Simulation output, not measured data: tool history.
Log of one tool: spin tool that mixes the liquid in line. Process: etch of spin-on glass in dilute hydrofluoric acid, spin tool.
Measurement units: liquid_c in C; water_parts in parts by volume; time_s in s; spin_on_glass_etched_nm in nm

run,day,liquid_c,water_parts,time_s,spin_on_glass_etched_nm
1,0.000,26.0,210,15,4.0445
2,0.212,23.5,210,15,3.6908
3,0.342,23.5,160,15,5.0399
4,0.667,22.0,200,15,3.7057
5,0.729,22.0,200,15,3.6442
# day 1.096: hydrofluoric acid flow meter replaced
6,1.096,21.0,225,15,2.8801
7,1.179,20.0,240,15,2.5595

Predict the results of run 8:
8,1.458,19.5,250,15,?

Logged for run 8: spin_on_glass_etched_nm 2.3957 nm.
